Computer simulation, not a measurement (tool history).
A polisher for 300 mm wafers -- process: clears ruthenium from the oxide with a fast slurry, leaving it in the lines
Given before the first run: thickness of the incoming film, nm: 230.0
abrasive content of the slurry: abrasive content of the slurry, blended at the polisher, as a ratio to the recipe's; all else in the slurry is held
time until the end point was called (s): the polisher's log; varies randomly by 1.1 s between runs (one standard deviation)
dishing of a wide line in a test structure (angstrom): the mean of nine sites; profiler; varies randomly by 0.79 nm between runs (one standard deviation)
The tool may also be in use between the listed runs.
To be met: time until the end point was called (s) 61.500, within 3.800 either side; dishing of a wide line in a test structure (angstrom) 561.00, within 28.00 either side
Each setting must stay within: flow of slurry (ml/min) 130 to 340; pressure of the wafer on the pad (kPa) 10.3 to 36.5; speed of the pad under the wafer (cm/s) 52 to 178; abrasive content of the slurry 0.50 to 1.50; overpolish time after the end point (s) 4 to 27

run,hour,flow of slurry (ml/min),pressure of the wafer on the pad (kPa),speed of the pad under the wafer (cm/s),abrasive content of the slurry,overpolish time after the end point (s),time until the end point was called (s),dishing of a wide line in a test structure (angstrom)
1,0.0,220,23.4,114,1.00,14,38.660,624.52
2,5.6,220,20.0,112,1.00,16,45.309,603.63
3,11.5,220,14.5,112,1.00,16,63.779,466.23
4,15.1,180,14.5,112,1.00,16,63.293,460.43
5,18.8,180,14.5,112,1.00,17,62.622,465.59
6,20.0,145,14.5,112,1.00,17,65.076,448.60
7,28.2,160,14.5,112,1.00,18,64.176,490.81
8,29.6,165,14.5,112,1.00,18,62.387,496.98
9,34.4,165,14.5,112,1.00,18,64.830,494.29
10,39.1,175,14.5,112,1.00,18,64.975,493.75
11,47.2,180,15.2,112,1.00,18,58.465,521.31
12,48.9,180,15.2,112,1.00,18,58.797,525.41
13,53.0,180,13.8,112,1.00,20,64.913,528.38

Of the 5 settings listed for the next run, only one would bring every result within its allowed miss of target. Which one?
A,57.1,185,19.3,106,0.75,16,?,?
B,57.1,175,13.8,104,1.10,18,?,?
C,57.1,185,14.5,112,0.95,24,?,?
D,57.1,220,10.3,128,1.10,24,?,?
E,57.1,175,16.5,94,1.05,20,?,?

move,time until the end point was called (s),dishing of a wide line in a test structure (angstrom)
A,57.003,494.70
B,66.644,478.49
C,63.637,634.42
D,71.531,575.82
E,61.818,558.47
A: further off than the last run
B: further off than the last run
C: moves the result that the last run missed by most past its target, out the other side
D: brings the last run's worst result on target, with another outside its allowed miss
E: all results in spec
Go with E: it meets all targets.
